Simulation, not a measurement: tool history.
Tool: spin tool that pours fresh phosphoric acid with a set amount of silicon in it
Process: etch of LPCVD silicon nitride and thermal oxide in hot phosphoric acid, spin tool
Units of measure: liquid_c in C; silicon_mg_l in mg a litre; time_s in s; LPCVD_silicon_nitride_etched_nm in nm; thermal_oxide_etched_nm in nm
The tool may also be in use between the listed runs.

run,hour,liquid_c,silicon_mg_l,time_s,LPCVD_silicon_nitride_etched_nm,thermal_oxide_etched_nm
1,0,163,17.5,180,16.065,0.33321
2,6.3,163.5,16.5,190,17.255,0.36516
3,8.7,164,15,200,18.47,0.3702
4,11,163.5,12.5,215,19.252,0.4415
5,13.1,164,10.5,225,20.808,0.48383
6,19.5,164,4,225,20.711,0.54109
7,25.6,164,4,225,20.463,0.61851
8,30.6,164.5,4,230,21.636,0.60939
# hour 35.9: heated supply line repaired
9,35.9,167,0,250,27.911,1.0371
10,36.5,167,0,250,28.244,0.99856

Run 11 comes next. What will it give?
11,37.1,167,1,250,?,?

{"run 11": {"LPCVD_silicon_nitride_etched_nm": 27.874, "thermal_oxide_etched_nm": 1.0513}}
